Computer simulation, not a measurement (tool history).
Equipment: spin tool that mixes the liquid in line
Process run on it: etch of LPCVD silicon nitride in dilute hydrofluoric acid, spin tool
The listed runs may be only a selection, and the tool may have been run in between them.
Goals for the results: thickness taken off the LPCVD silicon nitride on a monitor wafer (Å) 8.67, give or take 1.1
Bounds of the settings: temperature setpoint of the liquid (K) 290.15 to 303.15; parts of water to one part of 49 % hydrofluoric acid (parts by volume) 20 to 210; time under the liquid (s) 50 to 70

run    day  temperature setpoint of the liquid (K)  parts of water to one part of 49 % hydrofluoric acid (parts by volume)  time under the liquid (s)  thickness taken off the LPCVD silicon nitride on a monitor wafer (Å)
  1      0                                  295.15                                                                     115                         70                                                                3.0806
  2  0.238                                  295.65                                                                     105                         70                                                                3.6486
  3  0.546                                  296.15                                                                     100                         70                                                                4.1125
  4  0.879                                  296.65                                                                      95                         70                                                                4.3603
  5  1.017                                  297.15                                                                      90                         70                                                                4.8661
  6  1.162                                  295.15                                                                      90                         70                                                                4.1143
  7  1.342                                  295.65                                                                      85                         70                                                                 4.242
  8  1.542                                  299.65                                                                      35                         70                                                                13.731

Next run, 4 choices. One meets every target within its allowed miss, the rest don't. Which?
  A  1.742                                  298.15                                                                      60                         65                                                                     ?
  B  1.742                                  298.15                                                                      65                         65                                                                     ?
  C  1.742                                  299.65                                                                      30                         70                                                                     ?
  D  1.742                                  299.15                                                                      55                         70                                                                     ?

move  thickness taken off the LPCVD silicon nitride on a monitor wafer (Å)
   A                                                                7.2148
   B                                                                6.6682
   C                                                                16.912
   D                                                                9.0456
A: pushes the last run's worst result past its target
B: pushes the last run's worst result past its target
C: its largest miss is bigger than the last run's
D: in spec on every target
So the answer is move D, the one that meets all the targets.

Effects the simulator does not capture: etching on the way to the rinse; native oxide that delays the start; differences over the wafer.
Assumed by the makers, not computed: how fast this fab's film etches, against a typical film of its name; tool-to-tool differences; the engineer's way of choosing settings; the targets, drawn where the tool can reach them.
